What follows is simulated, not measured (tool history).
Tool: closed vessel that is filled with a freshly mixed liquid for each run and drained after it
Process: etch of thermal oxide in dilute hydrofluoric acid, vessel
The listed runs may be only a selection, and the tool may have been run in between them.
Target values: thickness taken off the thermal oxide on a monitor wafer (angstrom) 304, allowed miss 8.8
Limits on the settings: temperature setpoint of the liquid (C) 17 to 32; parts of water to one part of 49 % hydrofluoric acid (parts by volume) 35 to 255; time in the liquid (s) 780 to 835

| run | hour | temperature setpoint of the liquid (C) | parts of water to one part of 49 % hydrofluoric acid (parts by volume) | time in the liquid (s) | thickness taken off the thermal oxide on a monitor wafer (angstrom) |
|---|---|---|---|---|---|
| 1 | 0 | 24 | 145 | 780 | 255.94 |
| 2 | 7.9 | 24 | 170 | 780 | 215.9 |
| 3 | 11.6 | 26.5 | 165 | 780 | 244.09 |
| 4 | 12.6 | 28 | 165 | 780 | 263.05 |
| 5 | 17.9 | 28 | 165 | 780 | 258.8 |
| 6 | 24.9 | 29 | 165 | 780 | 269.1 |
| 7 | 28.8 | 30 | 165 | 780 | 274.59 |
| 8 | 33.6 | 30.5 | 165 | 780 | 285.49 |

Below are 4 possible settings for the next run. Only one of them brings all results inside the allowed miss of their targets. Which is it?
| A | 38.4 | 30.5 | 150 | 800 | ? |
| B | 38.4 | 30.5 | 165 | 790 | ? |
| C | 38.4 | 28.5 | 145 | 780 | ? |
| D | 38.4 | 28.5 | 160 | 800 | ? |

| move | thickness taken off the thermal oxide on a monitor wafer (angstrom) |
|---|---|
| A | 327.27 |
| B | 288.08 |
| C | 309.04 |
| D | 281.86 |
A: takes the biggest miss from the last run beyond its target
B: closer than the last run, but not yet in spec
C: all results in spec
D: moves away from the targets compared with the last run
Go with C: it meets all targets.

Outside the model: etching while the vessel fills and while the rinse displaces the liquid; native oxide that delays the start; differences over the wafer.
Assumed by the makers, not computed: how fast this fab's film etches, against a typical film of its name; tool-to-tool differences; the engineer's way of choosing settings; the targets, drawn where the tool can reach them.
